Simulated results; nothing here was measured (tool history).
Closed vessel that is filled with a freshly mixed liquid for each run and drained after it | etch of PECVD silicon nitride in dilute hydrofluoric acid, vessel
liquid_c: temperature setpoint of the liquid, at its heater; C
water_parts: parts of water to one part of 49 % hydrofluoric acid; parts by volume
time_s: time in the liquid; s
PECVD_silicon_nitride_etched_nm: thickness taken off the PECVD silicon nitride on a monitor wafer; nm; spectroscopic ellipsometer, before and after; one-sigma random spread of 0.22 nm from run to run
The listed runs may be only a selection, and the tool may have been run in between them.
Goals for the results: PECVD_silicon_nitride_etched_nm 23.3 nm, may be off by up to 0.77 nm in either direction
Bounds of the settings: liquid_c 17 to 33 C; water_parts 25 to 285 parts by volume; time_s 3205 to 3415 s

| run | day | liquid_c | water_parts | time_s | PECVD_silicon_nitride_etched_nm |
|---|---|---|---|---|---|
| 1 | 0 | 25 | 155 | 3205 | 32.995 |
| 2 | 0.121 | 23.5 | 155 | 3205 | 29.572 |
| 3 | 0.25 | 22.5 | 155 | 3205 | 27.891 |
| 4 | 0.55 | 22 | 155 | 3205 | 26.646 |
| 5 | 0.804 | 22 | 155 | 3415 | 28.119 |
| 6 | 0.833 | 24 | 155 | 3415 | 32.25 |
| 7 | 1.162 | 22.5 | 155 | 3415 | 29.817 |
| 8 | 1.212 | 21.5 | 155 | 3415 | 27.42 |
| 9 | 1.442 | 21 | 155 | 3415 | 26.151 |
| 10 | 1.654 | 20.5 | 155 | 3415 | 25.563 |
| 11 | 1.875 | 20 | 155 | 3415 | 25.238 |
| 12 | 2.033 | 19.5 | 155 | 3415 | 24.047 |

Which single option among these 4 for the next run brings every result within its allowed miss of target? Just one does.
| A | 2.192 | 19 | 145 | 3415 | ? |
| B | 2.192 | 20 | 150 | 3375 | ? |
| C | 2.192 | 19 | 135 | 3205 | ? |
| D | 2.192 | 17 | 125 | 3205 | ? |

| move | PECVD_silicon_nitride_etched_nm |
|---|---|
| A | 25.162 |
| B | 25.765 |
| C | 25.301 |
| D | 23.71 |
A: misses by more than the last run did
B: misses by more than the last run did
C: misses by more than the last run did
D: each result inside its tolerance
Go with D: it meets all targets.
